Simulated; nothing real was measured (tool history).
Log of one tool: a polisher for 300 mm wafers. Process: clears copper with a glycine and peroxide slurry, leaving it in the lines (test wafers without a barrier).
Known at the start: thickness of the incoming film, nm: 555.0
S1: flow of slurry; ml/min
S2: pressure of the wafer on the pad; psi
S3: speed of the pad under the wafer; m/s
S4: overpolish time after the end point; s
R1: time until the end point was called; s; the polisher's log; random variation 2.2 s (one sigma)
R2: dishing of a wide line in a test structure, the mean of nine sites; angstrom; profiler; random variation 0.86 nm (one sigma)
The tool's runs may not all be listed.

| run | hour | S1 | S2 | S3 | S4 | R1 | R2 |
|---|---|---|---|---|---|---|---|
| 1 | 0.0 | 200 | 2.0 | 0.80 | 14 | 155.87 | 341.97 |
| 2 | 6.2 | 200 | 2.0 | 0.80 | 9 | 155.36 | 226.11 |
| 3 | 12.8 | 200 | 2.0 | 0.80 | 4 | 155.15 | 103.24 |
| 4 | 15.1 | 200 | 2.0 | 0.84 | 6 | 151.96 | 163.09 |
| 5 | 22.8 | 200 | 1.5 | 0.84 | 6 | 184.41 | 139.30 |
| 6 | 29.0 | 200 | 1.5 | 0.90 | 7 | 167.23 | 168.02 |
| 7 | 33.1 | 200 | 1.5 | 0.92 | 8 | 171.16 | 192.67 |

The next listed run, before its measurement:
| 8 | 41.7 | 205 | 2.1 | 1.06 | 14 | ? | ? |

R1: 124.21 s
R2: 417.08 angstrom
